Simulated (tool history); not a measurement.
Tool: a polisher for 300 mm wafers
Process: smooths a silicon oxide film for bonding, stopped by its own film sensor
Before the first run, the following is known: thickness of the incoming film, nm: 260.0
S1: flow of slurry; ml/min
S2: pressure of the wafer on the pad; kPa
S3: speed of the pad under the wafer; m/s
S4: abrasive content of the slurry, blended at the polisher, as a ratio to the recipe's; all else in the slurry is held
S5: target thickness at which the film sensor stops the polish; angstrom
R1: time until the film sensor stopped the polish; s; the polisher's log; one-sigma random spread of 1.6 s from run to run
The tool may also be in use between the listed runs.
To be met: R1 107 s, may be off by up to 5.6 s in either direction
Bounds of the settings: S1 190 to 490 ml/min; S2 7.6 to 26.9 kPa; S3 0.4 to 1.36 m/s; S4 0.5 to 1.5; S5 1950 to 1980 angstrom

{"run": 1, "hour": 0.0, "S1": 315, "S2": 17.2, "S3": 0.88, "S4": 1, "S5": 1980, "R1": 69.927}
{"run": 2, "hour": 3.1, "S1": 315, "S2": 17.2, "S3": 0.78, "S4": 1, "S5": 1980, "R1": 76.599}
{"run": 3, "hour": 8.1, "S1": 315, "S2": 17.2, "S3": 0.88, "S4": 1, "S5": 1980, "R1": 69.017}
{"run": 4, "hour": 9.5, "S1": 315, "S2": 17.2, "S3": 0.88, "S4": 1, "S5": 1980, "R1": 70.589}
{"run": 5, "hour": 14.5, "S1": 315, "S2": 13.1, "S3": 0.88, "S4": 1, "S5": 1980, "R1": 88.311}
{"run": 6, "hour": 20.7, "S1": 315, "S2": 13.1, "S3": 0.88, "S4": 1, "S5": 1980, "R1": 87.87}
{"run": 7, "hour": 27.6, "S1": 315, "S2": 12.4, "S3": 0.88, "S4": 1, "S5": 1980, "R1": 93.543}
{"run": 8, "hour": 31.6, "S1": 315, "S2": 11.7, "S3": 0.88, "S4": 1, "S5": 1980, "R1": 96.58}

Consider the 5 candidate settings below. Which is the only one whose results all fall within their allowed miss of target?
{"run": "A", "hour": 35.6, "S1": 300, "S2": 9.7, "S3": 1.12, "S4": 1.25, "S5": 1970, "R1": "?"}
{"run": "B", "hour": 35.6, "S1": 245, "S2": 11.7, "S3": 0.92, "S4": 0.85, "S5": 1980, "R1": "?"}
{"run": "C", "hour": 35.6, "S1": 305, "S2": 13.1, "S3": 0.94, "S4": 0.95, "S5": 1970, "R1": "?"}
{"run": "D", "hour": 35.6, "S1": 345, "S2": 14.5, "S3": 0.9, "S4": 0.95, "S5": 1980, "R1": "?"}
{"run": "E", "hour": 35.6, "S1": 245, "S2": 13.1, "S3": 0.94, "S4": 0.95, "S5": 1980, "R1": "?"}

move=A R1=86.109
move=B R1=107.7
move=C R1=88.463
move=D R1=81.588
move=E R1=89.213
A: its largest miss is bigger than the last run's
B: every result lands within tolerance
C: its largest miss is bigger than the last run's
D: its largest miss is bigger than the last run's
E: its largest miss is bigger than the last run's
Go with B: it meets all targets.
